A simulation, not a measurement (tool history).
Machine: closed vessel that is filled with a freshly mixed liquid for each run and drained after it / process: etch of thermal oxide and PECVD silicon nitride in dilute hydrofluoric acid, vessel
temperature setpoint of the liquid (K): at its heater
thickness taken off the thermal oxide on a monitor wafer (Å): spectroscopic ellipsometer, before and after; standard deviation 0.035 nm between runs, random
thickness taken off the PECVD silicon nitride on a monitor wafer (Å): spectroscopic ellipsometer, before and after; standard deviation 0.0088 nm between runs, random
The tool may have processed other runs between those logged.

run  hour  temperature setpoint of the liquid (K)  parts of water to one part of 49 % hydrofluoric acid (parts by volume)  time in the liquid (s)  thickness taken off the thermal oxide on a monitor wafer (Å)  thickness taken off the PECVD silicon nitride on a monitor wafer (Å)
  1     0                                  295.15                                                                     110                     370                                                        149.93                                                                59.987
  2   4.4                                  294.15                                                                     125                     350                                                        115.78                                                                46.828
  3    12                                  294.15                                                                     125                     275                                                        91.834                                                                36.493
  4  17.8                                  293.15                                                                     130                     260                                                        80.228                                                                31.219
  5  24.2                                  293.15                                                                     130                     120                                                         37.31                                                                14.323
  6  33.2                                  293.15                                                                     130                     265                                                        81.591                                                                31.681
  7  36.3                                  292.65                                                                     135                     250                                                        72.912                                                                28.075
  8  42.7                                  290.15                                                                     165                     205                                                        42.757                                                                15.949
  9  49.2                                  290.15                                                                     160                     200                                                        42.564                                                                16.151
 10  53.3                                  290.15                                                                     160                     200                                                         42.84                                                                15.893
 11    61                                  290.15                                                                     155                     195                                                        42.617                                                                16.049
 12  68.9                                  290.15                                                                     150                     190                                                        43.637                                                                 16.05

Expected results for the next run?
 13  72.2                                  290.15                                                                     145                     185                                                             ?                                                                     ?

thickness taken off the thermal oxide on a monitor wafer (Å): 44.596
thickness taken off the PECVD silicon nitride on a monitor wafer (Å): 16.362

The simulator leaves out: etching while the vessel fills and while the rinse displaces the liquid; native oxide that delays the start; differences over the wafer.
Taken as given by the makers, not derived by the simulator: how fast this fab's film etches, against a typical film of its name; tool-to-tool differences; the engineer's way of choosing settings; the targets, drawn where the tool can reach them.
